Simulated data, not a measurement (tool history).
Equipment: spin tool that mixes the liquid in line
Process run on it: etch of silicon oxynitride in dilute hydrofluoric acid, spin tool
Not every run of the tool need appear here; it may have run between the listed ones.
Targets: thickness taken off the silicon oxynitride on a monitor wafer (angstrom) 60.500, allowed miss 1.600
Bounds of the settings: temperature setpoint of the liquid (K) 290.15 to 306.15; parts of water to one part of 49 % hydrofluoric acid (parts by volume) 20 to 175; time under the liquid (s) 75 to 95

| run | hour | temperature setpoint of the liquid (K) | parts of water to one part of 49 % hydrofluoric acid (parts by volume) | time under the liquid (s) | thickness taken off the silicon oxynitride on a monitor wafer (angstrom) |
|---|---|---|---|---|---|
| 1 | 0.0 | 298.15 | 95 | 95 | 18.915 |
| 2 | 8.4 | 298.15 | 70 | 95 | 26.701 |
| 3 | 12.7 | 296.15 | 70 | 95 | 24.118 |
| 4 | 15.0 | 293.65 | 70 | 95 | 21.171 |
| 5 | 21.3 | 296.15 | 70 | 95 | 24.097 |
| 6 | 23.1 | 297.65 | 65 | 95 | 28.381 |
| 7 | 28.3 | 299.15 | 60 | 95 | 32.790 |
| 8 | 33.2 | 299.15 | 60 | 95 | 32.691 |
| 9 | 37.5 | 300.15 | 55 | 95 | 37.704 |
| 10 | 42.5 | 301.15 | 55 | 95 | 39.789 |
| 11 | 51.0 | 302.15 | 55 | 95 | 41.521 |
| 12 | 51.8 | 306.15 | 35 | 95 | 79.188 |
| 13 | 56.0 | 305.65 | 35 | 95 | 77.967 |
| 14 | 64.0 | 305.15 | 35 | 95 | 75.519 |
| 15 | 67.9 | 304.65 | 35 | 95 | 76.015 |
| 16 | 74.3 | 304.15 | 35 | 95 | 72.032 |
| 17 | 82.4 | 303.65 | 35 | 95 | 71.265 |
| 18 | 86.3 | 303.15 | 35 | 95 | 69.688 |
| 19 | 89.6 | 302.65 | 35 | 95 | 68.014 |
| 20 | 98.6 | 302.65 | 35 | 95 | 68.359 |
| 21 | 107.3 | 302.15 | 35 | 95 | 66.251 |
| 22 | 111.8 | 301.65 | 35 | 95 | 64.697 |

Which one of the following 4 next-run settings gets every result inside its allowed miss? There is exactly one.
| A | 116.3 | 301.15 | 30 | 90 | ? |
| B | 116.3 | 302.65 | 35 | 95 | ? |
| C | 116.3 | 303.65 | 35 | 90 | ? |
| D | 116.3 | 305.15 | 35 | 75 | ? |

| move | thickness taken off the silicon oxynitride on a monitor wafer (angstrom) |
|---|---|
| A | 70.416 |
| B | 68.143 |
| C | 67.673 |
| D | 60.489 |
A: lands further from the targets than the last run did
B: lands further from the targets than the last run did
C: lands further from the targets than the last run did
D: meets every target
Answer: D
